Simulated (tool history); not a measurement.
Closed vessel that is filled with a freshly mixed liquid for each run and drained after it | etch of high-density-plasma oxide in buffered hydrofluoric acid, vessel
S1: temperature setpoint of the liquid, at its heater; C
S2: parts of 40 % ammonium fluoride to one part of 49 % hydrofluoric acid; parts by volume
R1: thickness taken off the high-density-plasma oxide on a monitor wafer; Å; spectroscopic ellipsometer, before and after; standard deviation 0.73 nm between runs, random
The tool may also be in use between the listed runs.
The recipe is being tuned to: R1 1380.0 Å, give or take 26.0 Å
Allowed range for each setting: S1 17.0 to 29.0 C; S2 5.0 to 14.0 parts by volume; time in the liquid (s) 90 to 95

run 1 hour=0.0 | S1=21.0 S2=8.5 time_in_the_liquid_(s)=90 | R1=1095.6
run 2 hour=4.8 | S1=22.5 S2=8.5 time_in_the_liquid_(s)=90 | R1=1184.9
run 3 hour=7.6 | S1=22.5 S2=8.5 time_in_the_liquid_(s)=90 | R1=1181.7
run 4 hour=10.1 | S1=22.5 S2=7.0 time_in_the_liquid_(s)=90 | R1=1455.8
run 5 hour=13.0 | S1=22.5 S2=8.0 time_in_the_liquid_(s)=90 | R1=1268.0
run 6 hour=19.8 | S1=19.5 S2=8.0 time_in_the_liquid_(s)=90 | R1=1069.2
run 7 hour=25.5 | S1=21.0 S2=8.0 time_in_the_liquid_(s)=90 | R1=1161.3
run 8 hour=26.3 | S1=22.0 S2=8.0 time_in_the_liquid_(s)=90 | R1=1231.1
run 9 hour=32.8 | S1=22.5 S2=8.0 time_in_the_liquid_(s)=90 | R1=1271.6
run 10 hour=38.8 | S1=23.0 S2=8.0 time_in_the_liquid_(s)=90 | R1=1305.2
run 11 hour=41.3 | S1=23.0 S2=8.0 time_in_the_liquid_(s)=90 | R1=1304.6
run 12 hour=49.7 | S1=23.5 S2=8.0 time_in_the_liquid_(s)=90 | R1=1333.2

Which of these 5 next moves meets every target?
run A hour=58.1 | S1=22.5 S2=8.0 time_in_the_liquid_(s)=95 | R1=?
run B hour=58.1 | S1=23.5 S2=8.5 time_in_the_liquid_(s)=95 | R1=?
run C hour=58.1 | S1=23.0 S2=8.0 time_in_the_liquid_(s)=90 | R1=?
run D hour=58.1 | S1=26.0 S2=8.5 time_in_the_liquid_(s)=90 | R1=?
run E hour=58.1 | S1=27.0 S2=9.5 time_in_the_liquid_(s)=90 | R1=?

move=A R1=1336.0
move=B R1=1321.5
move=C R1=1300.9
move=D R1=1433.7
move=E R1=1374.3
A: moves toward the targets from the last run without getting all of them in spec
B: further off than the last run
C: further off than the last run
D: moves the result that the last run missed by most past its target, out the other side
E: every result lands within tolerance
Move E is the one to make.
